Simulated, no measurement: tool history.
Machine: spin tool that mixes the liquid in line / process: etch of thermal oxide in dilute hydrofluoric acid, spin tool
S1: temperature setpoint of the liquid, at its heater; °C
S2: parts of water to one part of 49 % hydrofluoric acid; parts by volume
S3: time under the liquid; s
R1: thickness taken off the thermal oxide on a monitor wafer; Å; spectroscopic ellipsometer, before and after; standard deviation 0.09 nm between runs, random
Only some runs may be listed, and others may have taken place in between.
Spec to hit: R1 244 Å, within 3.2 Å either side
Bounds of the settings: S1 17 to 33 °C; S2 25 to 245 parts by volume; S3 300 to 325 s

run 1 hour=0 | S1=25 S2=135 S3=300 | R1=104.74
run 2 hour=7.3 | S1=26.5 S2=120 S3=300 | R1=126.86
run 3 hour=9.8 | S1=26.5 S2=75 S3=300 | R1=216.16
run 4 hour=14 | S1=24.5 S2=75 S3=300 | R1=198.97
run 5 hour=16.7 | S1=24.5 S2=75 S3=325 | R1=215.99
run 6 hour=17.9 | S1=25 S2=75 S3=325 | R1=220.03
run 7 hour=18.9 | S1=25.5 S2=75 S3=325 | R1=223.71
run 8 hour=20.5 | S1=28 S2=75 S3=325 | R1=247.38

Below are 4 possible settings for the next run. Only one of them brings all results inside the allowed miss of their targets. Which is it?
run A hour=22.1 | S1=27.5 S2=75 S3=325 | R1=?
run B hour=22.1 | S1=33 S2=85 S3=315 | R1=?
run C hour=22.1 | S1=30.5 S2=80 S3=325 | R1=?
run D hour=22.1 | S1=28.5 S2=70 S3=305 | R1=?

move=A R1=242.41
move=B R1=251.88
move=C R1=253.33
move=D R1=255.26
A: in spec on every target
B: lands further from the targets than the last run did
C: lands further from the targets than the last run did
D: lands further from the targets than the last run did
The move that meets every target is A.
